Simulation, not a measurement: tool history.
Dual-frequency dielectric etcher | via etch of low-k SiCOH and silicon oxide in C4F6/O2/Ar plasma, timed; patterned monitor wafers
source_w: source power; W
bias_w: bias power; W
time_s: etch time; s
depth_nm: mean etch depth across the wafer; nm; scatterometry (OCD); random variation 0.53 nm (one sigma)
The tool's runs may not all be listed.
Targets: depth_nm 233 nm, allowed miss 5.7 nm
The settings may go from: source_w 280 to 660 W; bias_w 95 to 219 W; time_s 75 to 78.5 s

Run 1, hour 0: source_w 470 W, bias_w 157 W, time_s 75 s. Result: depth_nm 200.6 nm.
Run 2, hour 2.2: source_w 490 W, bias_w 159 W, time_s 75 s. Result: depth_nm 204.75 nm.
Run 3, hour 9.4: source_w 500 W, bias_w 160 W, time_s 75 s. Result: depth_nm 206.74 nm.
Run 4, hour 13.9: source_w 500 W, bias_w 139 W, time_s 75 s. Result: depth_nm 200.58 nm.
Run 5, hour 22.9: source_w 500 W, bias_w 121 W, time_s 75 s. Result: depth_nm 195.19 nm.
Run 6, hour 30: source_w 500 W, bias_w 140 W, time_s 75 s. Result: depth_nm 200.42 nm.
Run 7, hour 32.3: source_w 510 W, bias_w 142 W, time_s 75 s. Result: depth_nm 202.09 nm.
Run 8, hour 40.1: source_w 520 W, bias_w 145 W, time_s 75 s. Result: depth_nm 205.57 nm.
Run 9, hour 47: source_w 530 W, bias_w 147 W, time_s 75 s. Result: depth_nm 207.72 nm.
Run 10, hour 50.9: source_w 540 W, bias_w 149 W, time_s 75 s. Result: depth_nm 210.55 nm.
Run 11, hour 58.9: source_w 540 W, bias_w 149 W, time_s 75 s. Result: depth_nm 209.54 nm.
Run 12, hour 60.2: source_w 550 W, bias_w 151 W, time_s 75 s. Result: depth_nm 212.39 nm.
Run 13, hour 65.7: source_w 560 W, bias_w 152 W, time_s 75 s. Result: depth_nm 213.82 nm.
Run 14, hour 67.3: source_w 570 W, bias_w 153 W, time_s 75 s. Result: depth_nm 216.84 nm.

Which of these 5 next moves meets every target?
Run A, hour 68.9: source_w 660 W, bias_w 173 W, time_s 77 s. Result: depth_nm ?.
Run B, hour 68.9: source_w 600 W, bias_w 205 W, time_s 78.5 s. Result: depth_nm ?.
Run C, hour 68.9: source_w 630 W, bias_w 183 W, time_s 78.5 s. Result: depth_nm ?.
Run D, hour 68.9: source_w 640 W, bias_w 141 W, time_s 78 s. Result: depth_nm ?.
Run E, hour 68.9: source_w 660 W, bias_w 159 W, time_s 78.5 s. Result: depth_nm ?.

move  depth_nm
   A    241.41
   B    246.35
   C    244.62
   D    231.22
   E    241.62
A: takes the result that was furthest off past its target
B: takes the result that was furthest off past its target
C: takes the result that was furthest off past its target
D: meets every target
E: takes the result that was furthest off past its target
The right move is D.

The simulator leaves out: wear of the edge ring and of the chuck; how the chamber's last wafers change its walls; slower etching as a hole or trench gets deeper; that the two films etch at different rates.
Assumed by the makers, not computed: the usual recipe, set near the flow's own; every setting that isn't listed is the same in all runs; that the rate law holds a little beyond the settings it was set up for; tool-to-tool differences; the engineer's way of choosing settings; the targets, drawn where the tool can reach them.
